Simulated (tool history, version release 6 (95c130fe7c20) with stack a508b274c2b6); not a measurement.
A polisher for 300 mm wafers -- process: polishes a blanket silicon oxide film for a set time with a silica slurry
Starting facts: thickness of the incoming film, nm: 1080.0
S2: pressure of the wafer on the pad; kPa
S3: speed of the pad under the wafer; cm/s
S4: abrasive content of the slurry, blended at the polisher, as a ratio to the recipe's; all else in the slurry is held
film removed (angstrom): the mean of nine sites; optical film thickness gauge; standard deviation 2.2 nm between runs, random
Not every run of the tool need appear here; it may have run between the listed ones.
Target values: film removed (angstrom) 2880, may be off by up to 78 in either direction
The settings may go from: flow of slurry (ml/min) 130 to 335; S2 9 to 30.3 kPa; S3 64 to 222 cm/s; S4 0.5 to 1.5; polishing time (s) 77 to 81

{"run": 1, "hour": 0.0, "flow of slurry (ml/min)": 215, "S2": 19.3, "S3": 142, "S4": 1, "polishing time (s)": 77, "film removed (angstrom)": 2446.1}
{"run": 2, "hour": 4.5, "flow of slurry (ml/min)": 255, "S2": 19.3, "S3": 142, "S4": 1, "polishing time (s)": 77, "film removed (angstrom)": 2460.3}
{"run": 3, "hour": 11.9, "flow of slurry (ml/min)": 255, "S2": 20, "S3": 142, "S4": 1, "polishing time (s)": 77, "film removed (angstrom)": 2538.9}
{"run": 4, "hour": 13.5, "flow of slurry (ml/min)": 255, "S2": 20, "S3": 106, "S4": 1, "polishing time (s)": 77, "film removed (angstrom)": 2035.1}
{"run": 5, "hour": 17.7, "flow of slurry (ml/min)": 255, "S2": 20, "S3": 82, "S4": 1, "polishing time (s)": 77, "film removed (angstrom)": 1645.1}
{"run": 6, "hour": 21.9, "flow of slurry (ml/min)": 255, "S2": 20, "S3": 66, "S4": 1, "polishing time (s)": 77, "film removed (angstrom)": 1380.3}
{"run": 7, "hour": 26.9, "flow of slurry (ml/min)": 265, "S2": 23.4, "S3": 72, "S4": 1, "polishing time (s)": 77, "film removed (angstrom)": 1749.8}
{"run": 8, "hour": 28.2, "flow of slurry (ml/min)": 270, "S2": 25.5, "S3": 80, "S4": 1, "polishing time (s)": 77, "film removed (angstrom)": 2085}
{"run": 9, "hour": 29.6, "flow of slurry (ml/min)": 275, "S2": 26.9, "S3": 84, "S4": 1, "polishing time (s)": 77, "film removed (angstrom)": 2277}
{"run": 10, "hour": 32.9, "flow of slurry (ml/min)": 275, "S2": 28.3, "S3": 88, "S4": 1, "polishing time (s)": 77, "film removed (angstrom)": 2450.8}
{"run": 11, "hour": 37.8, "flow of slurry (ml/min)": 275, "S2": 28.3, "S3": 88, "S4": 1, "polishing time (s)": 77, "film removed (angstrom)": 2499}
{"run": 12, "hour": 45.7, "flow of slurry (ml/min)": 275, "S2": 29, "S3": 90, "S4": 1, "polishing time (s)": 77, "film removed (angstrom)": 2602}
{"run": 13, "hour": 50.7, "flow of slurry (ml/min)": 275, "S2": 29.6, "S3": 92, "S4": 1, "polishing time (s)": 77, "film removed (angstrom)": 2645.7}
{"run": 14, "hour": 57.9, "flow of slurry (ml/min)": 285, "S2": 29.6, "S3": 94, "S4": 1, "polishing time (s)": 77, "film removed (angstrom)": 2732.4}
{"run": 15, "hour": 65.4, "flow of slurry (ml/min)": 285, "S2": 29.6, "S3": 94, "S4": 1, "polishing time (s)": 77, "film removed (angstrom)": 2740.9}

5 candidate next runs follow, results not yet known. Just one meets every target within its allowed miss. Identify it.
{"run": "A", "hour": 72.9, "flow of slurry (ml/min)": 280, "S2": 30.3, "S3": 96, "S4": 0.9, "polishing time (s)": 80, "film removed (angstrom)": "?"}
{"run": "B", "hour": 72.9, "flow of slurry (ml/min)": 285, "S2": 28.3, "S3": 106, "S4": 1.25, "polishing time (s)": 77, "film removed (angstrom)": "?"}
{"run": "C", "hour": 72.9, "flow of slurry (ml/min)": 225, "S2": 29, "S3": 80, "S4": 1.3, "polishing time (s)": 78, "film removed (angstrom)": "?"}
{"run": "D", "hour": 72.9, "flow of slurry (ml/min)": 275, "S2": 29.6, "S3": 90, "S4": 1.1, "polishing time (s)": 77, "film removed (angstrom)": "?"}
{"run": "E", "hour": 72.9, "flow of slurry (ml/min)": 285, "S2": 30.3, "S3": 78, "S4": 1.05, "polishing time (s)": 81, "film removed (angstrom)": "?"}

move=A film_removed_(angstrom)=2866.1
move=B film_removed_(angstrom)=3120.4
move=C film_removed_(angstrom)=2555.8
move=D film_removed_(angstrom)=2739.8
move=E film_removed_(angstrom)=2596.3
A: hits every target within its allowed miss
B: carries the result that was furthest off beyond its target, to the other side
C: lands further from the targets than the last run did
D: neither nearer nor further off than the last run
E: lands further from the targets than the last run did
Move A is the one to make.

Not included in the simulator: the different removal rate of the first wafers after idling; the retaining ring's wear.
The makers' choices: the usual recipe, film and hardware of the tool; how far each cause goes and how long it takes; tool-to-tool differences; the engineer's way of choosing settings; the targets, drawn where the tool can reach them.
